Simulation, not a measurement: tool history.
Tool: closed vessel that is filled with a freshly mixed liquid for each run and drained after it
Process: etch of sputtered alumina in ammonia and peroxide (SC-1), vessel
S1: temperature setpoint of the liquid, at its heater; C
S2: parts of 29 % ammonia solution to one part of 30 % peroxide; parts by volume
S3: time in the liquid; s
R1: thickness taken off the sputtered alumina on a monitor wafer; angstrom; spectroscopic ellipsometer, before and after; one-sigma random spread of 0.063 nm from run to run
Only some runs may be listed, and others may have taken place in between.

Run 1, hour 0.0: S1 58.0 C, S2 0.45 parts by volume, S3 275 s. Result: R1 186.21 angstrom.
Run 2, hour 8.0: S1 65.0 C, S2 0.45 parts by volume, S3 275 s. Result: R1 263.25 angstrom.
Run 3, hour 12.9: S1 63.5 C, S2 0.45 parts by volume, S3 275 s. Result: R1 243.77 angstrom.
Run 4, hour 20.7: S1 62.0 C, S2 0.45 parts by volume, S3 275 s. Result: R1 228.41 angstrom.
Run 5, hour 24.2: S1 62.0 C, S2 0.35 parts by volume, S3 275 s. Result: R1 222.44 angstrom.
Run 6, hour 33.1: S1 62.0 C, S2 0.45 parts by volume, S3 275 s. Result: R1 227.19 angstrom.
Run 7, hour 39.8: S1 61.0 C, S2 0.45 parts by volume, S3 275 s. Result: R1 216.19 angstrom.
Run 8, hour 49.2: S1 60.5 C, S2 0.45 parts by volume, S3 275 s. Result: R1 209.87 angstrom.

For run 9, what comes out?
Run 9, hour 54.3: S1 60.0 C, S2 0.45 parts by volume, S3 275 s. Result: R1 ?.

{"run 9": {"R1": 206.54}}
